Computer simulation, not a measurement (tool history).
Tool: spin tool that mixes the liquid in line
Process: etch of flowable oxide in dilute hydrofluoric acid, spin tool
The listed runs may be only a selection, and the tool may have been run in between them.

run	hour	temperature setpoint of the liquid (K)	parts of water to one part of 49 % hydrofluoric acid (parts by volume)	time under the liquid (s)	thickness taken off the flowable oxide on a monitor wafer (angstrom)
1	0	296.15	240	155	210.52
2	8.9	294.15	240	155	193.63
3	15.8	294.15	160	155	309.3
4	22.3	294.15	100	155	538.38
5	28.3	294.15	135	155	374.2
6	31.4	294.15	135	155	378.67
7	33	293.15	165	155	287.2
8	36.1	292.65	185	155	248.17
9	43.3	292.15	205	155	212.32
10	50.7	291.65	220	155	194.14
11	59.3	291.15	235	155	175.56
12	61.6	291.15	245	155	169.76

For run 13, what comes out?
13	68.1	290.15	330	155	?

thickness taken off the flowable oxide on a monitor wafer (angstrom): 110.41
